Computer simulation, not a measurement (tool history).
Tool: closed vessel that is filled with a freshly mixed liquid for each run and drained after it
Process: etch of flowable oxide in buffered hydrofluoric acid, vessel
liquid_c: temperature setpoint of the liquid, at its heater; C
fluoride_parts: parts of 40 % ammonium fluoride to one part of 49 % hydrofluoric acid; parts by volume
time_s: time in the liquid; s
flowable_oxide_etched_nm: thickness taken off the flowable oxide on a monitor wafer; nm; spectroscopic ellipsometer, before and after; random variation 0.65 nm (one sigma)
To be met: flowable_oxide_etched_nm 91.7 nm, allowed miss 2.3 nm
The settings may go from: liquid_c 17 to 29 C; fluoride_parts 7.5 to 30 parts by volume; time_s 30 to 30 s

run,day,liquid_c,fluoride_parts,time_s,flowable_oxide_etched_nm
1,0,21,22,30,46.587
2,0.271,21,22,30,46.851
3,0.617,21,19.5,30,51.845
4,0.883,21,13,30,77.313
5,1.112,21,16,30,62.981
6,1.442,23,16,30,70.269
7,1.558,24.5,16,30,76.087
8,1.725,25.5,16,30,80.141
9,1.808,25.5,16,30,80.099
10,1.867,26.5,16,30,85.469
11,2.133,27,16,30,86.783
12,2.25,27,16,30,86.648

5 next moves are on the table. One of them brings every result within its allowed miss. Which?
A,2.367,27.5,15,30,?
B,2.367,26,15,30,?
C,2.367,26,14.5,30,?
D,2.367,26.5,14,30,?
E,2.367,28,17.5,30,?

move,flowable_oxide_etched_nm
A,95.648
B,88.249
C,91.235
D,97.006
E,84.43
A: takes the result that was furthest off past its target
B: nearer than the last run, and not there yet
C: meets every target
D: takes the result that was furthest off past its target
E: further off than the last run
Answer: C
